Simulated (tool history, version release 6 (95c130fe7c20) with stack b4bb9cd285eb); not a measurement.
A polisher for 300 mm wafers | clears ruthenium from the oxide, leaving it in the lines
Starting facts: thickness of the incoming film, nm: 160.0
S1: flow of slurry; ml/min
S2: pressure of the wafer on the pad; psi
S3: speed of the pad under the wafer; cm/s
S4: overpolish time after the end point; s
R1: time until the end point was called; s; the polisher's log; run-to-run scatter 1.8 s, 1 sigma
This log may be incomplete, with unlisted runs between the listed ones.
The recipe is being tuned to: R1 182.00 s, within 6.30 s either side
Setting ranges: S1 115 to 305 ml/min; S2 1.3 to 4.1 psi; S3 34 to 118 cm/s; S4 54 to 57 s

run,hour,S1,S2,S3,S4,R1
1,0.0,195,2.7,76,54,141.57
2,8.8,195,2.7,82,54,131.51
3,16.1,195,2.5,82,54,141.38
4,24.3,195,2.4,82,54,147.64
5,25.6,170,2.4,82,54,151.29
6,29.4,170,2.4,92,54,133.63
7,33.2,165,2.3,92,54,139.89
8,36.3,155,1.6,90,54,204.64
9,39.1,165,1.6,90,54,204.02
10,39.8,170,1.6,90,54,202.16
11,40.6,175,1.6,90,54,201.17
12,47.1,180,1.6,90,54,200.96
13,53.7,185,1.6,90,54,199.35
14,59.6,190,1.6,90,54,196.90
15,63.0,195,1.6,90,54,198.82

Which single option among these 5 for the next run brings every result within its allowed miss of target? Just one does.
A,66.4,225,1.7,102,57,?
B,66.4,205,1.7,92,57,?
C,66.4,235,2.3,74,54,?
D,66.4,160,1.7,104,57,?
E,66.4,195,2.0,66,55,?

move,R1
A,162.79
B,181.76
C,165.78
D,165.78
E,215.92
A: moves the result that the last run missed by most past its target, out the other side
B: in spec on every target
C: moves the result that the last run missed by most past its target, out the other side
D: moves the result that the last run missed by most past its target, out the other side
E: misses by more than the last run did
B is the move that brings every result within its allowed miss.
